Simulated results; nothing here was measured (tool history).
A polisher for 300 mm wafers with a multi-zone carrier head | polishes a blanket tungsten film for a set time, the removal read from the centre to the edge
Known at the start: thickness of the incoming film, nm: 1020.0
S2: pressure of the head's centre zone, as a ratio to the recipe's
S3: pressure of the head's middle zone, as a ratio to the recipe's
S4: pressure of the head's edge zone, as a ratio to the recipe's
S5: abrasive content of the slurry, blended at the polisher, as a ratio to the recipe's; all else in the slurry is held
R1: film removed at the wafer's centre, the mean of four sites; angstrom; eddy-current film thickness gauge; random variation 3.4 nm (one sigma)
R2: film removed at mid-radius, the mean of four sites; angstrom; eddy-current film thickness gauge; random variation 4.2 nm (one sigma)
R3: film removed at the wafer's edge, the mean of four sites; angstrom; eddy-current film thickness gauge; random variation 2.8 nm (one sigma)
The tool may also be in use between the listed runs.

run 1 day=0.000 | flow_of_slurry_(ml/min)=290 S2=1.00 S3=1.00 S4=1.00 S5=1.00 polishing_time_(s)=42 | R1=2421.9 R2=2494.9 R3=2434.3
run 2 day=0.188 | flow_of_slurry_(ml/min)=290 S2=1.00 S3=1.05 S4=1.00 S5=1.00 polishing_time_(s)=42 | R1=2471.8 R2=2610.2 R3=2416.9
run 3 day=0.283 | flow_of_slurry_(ml/min)=290 S2=1.00 S3=1.05 S4=1.00 S5=0.80 polishing_time_(s)=42 | R1=2338.8 R2=2467.5 R3=2323.8
run 4 day=0.500 | flow_of_slurry_(ml/min)=295 S2=1.03 S3=1.05 S4=1.02 S5=0.90 polishing_time_(s)=43 | R1=2489.7 R2=2602.0 R3=2441.4
run 5 day=0.542 | flow_of_slurry_(ml/min)=300 S2=1.05 S3=1.04 S4=1.02 S5=1.00 polishing_time_(s)=44 | R1=2685.5 R2=2706.5 R3=2562.9
run 6 day=0.867 | flow_of_slurry_(ml/min)=305 S2=1.07 S3=1.04 S4=1.03 S5=1.05 polishing_time_(s)=45 | R1=2761.4 R2=2826.6 R3=2633.9
run 7 day=1.212 | flow_of_slurry_(ml/min)=305 S2=1.09 S3=1.03 S4=1.02 S5=1.10 polishing_time_(s)=46 | R1=2938.9 R2=2934.4 R3=2759.2

Run 8 comes next. What will it give?
run 8 day=1.471 | flow_of_slurry_(ml/min)=370 S2=1.19 S3=1.01 S4=0.97 S5=1.35 polishing_time_(s)=48 | R1=? R2=? R3=?

Run 8 gave R1 3382.4 angstrom, R2 3217.6 angstrom, R3 2971.2 angstrom.

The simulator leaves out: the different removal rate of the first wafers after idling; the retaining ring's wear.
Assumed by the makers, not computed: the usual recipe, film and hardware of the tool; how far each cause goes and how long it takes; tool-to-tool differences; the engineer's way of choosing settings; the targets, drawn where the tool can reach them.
